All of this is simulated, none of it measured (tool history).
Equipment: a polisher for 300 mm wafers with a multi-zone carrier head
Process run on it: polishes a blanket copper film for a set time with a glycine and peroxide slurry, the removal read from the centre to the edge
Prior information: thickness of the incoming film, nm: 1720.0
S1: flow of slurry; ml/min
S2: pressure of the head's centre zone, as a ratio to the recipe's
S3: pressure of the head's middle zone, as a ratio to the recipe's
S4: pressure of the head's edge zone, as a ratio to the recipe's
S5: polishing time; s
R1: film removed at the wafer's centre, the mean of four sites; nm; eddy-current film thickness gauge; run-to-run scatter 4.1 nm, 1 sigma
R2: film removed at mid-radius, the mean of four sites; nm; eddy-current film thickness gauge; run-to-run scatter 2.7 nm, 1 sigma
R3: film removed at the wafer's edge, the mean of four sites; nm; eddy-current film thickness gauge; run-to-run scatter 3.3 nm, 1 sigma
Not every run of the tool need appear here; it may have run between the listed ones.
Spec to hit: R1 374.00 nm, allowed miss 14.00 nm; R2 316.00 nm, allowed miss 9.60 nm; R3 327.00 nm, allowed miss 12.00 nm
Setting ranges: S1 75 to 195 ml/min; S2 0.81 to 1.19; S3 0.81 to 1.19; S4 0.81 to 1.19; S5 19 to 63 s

run,hour,S1,S2,S3,S4,S5,R1,R2,R3
1,0.0,125,1.00,1.00,1.00,41,254.47,249.69,257.03
2,5.7,125,1.00,1.00,1.00,35,218.78,215.81,220.65
3,13.1,125,1.00,1.07,1.00,35,210.99,224.55,217.91
4,21.0,140,1.00,1.07,1.00,35,224.16,235.25,223.88
5,27.3,150,1.04,1.05,1.04,38,255.41,246.79,249.83
6,33.9,150,1.10,1.05,1.04,38,267.89,251.93,254.58
7,39.8,160,1.13,1.05,1.05,40,289.76,265.32,266.31
# hour 47.5: edge zone pressure recalibrated
8,47.5,170,1.15,1.05,1.06,42,319.27,282.81,271.97
9,55.2,165,1.16,1.05,1.09,44,335.82,296.08,291.35
10,56.6,165,1.16,1.04,1.12,45,338.55,300.29,301.37
11,64.3,170,1.17,1.03,1.14,46,354.81,302.30,314.66
12,73.0,175,1.17,1.03,1.15,46,351.14,305.57,311.05
13,79.0,175,1.17,1.03,1.15,46,358.48,306.98,316.51
14,82.2,180,1.17,1.03,1.16,46,356.57,312.30,318.12
15,83.4,180,1.17,1.03,1.16,46,354.94,308.35,313.26

Exercise: of the 4 proposed moves below, exactly one satisfies all targets within the stated allowed misses. Which move is it?
A,84.6,170,1.10,1.05,1.19,47,?,?,?
B,84.6,175,1.17,1.00,1.11,49,?,?,?
C,84.6,195,1.19,1.08,1.11,43,?,?,?
D,84.6,185,1.13,1.01,1.16,46,?,?,?

move,R1,R2,R3
A,337.71,318.43,325.43
B,376.64,321.54,328.69
C,342.97,304.28,291.88
D,344.96,306.97,317.73
A: misses by more than the last run did
B: in spec on every target
C: misses by more than the last run did
D: misses by more than the last run did
Answer: B
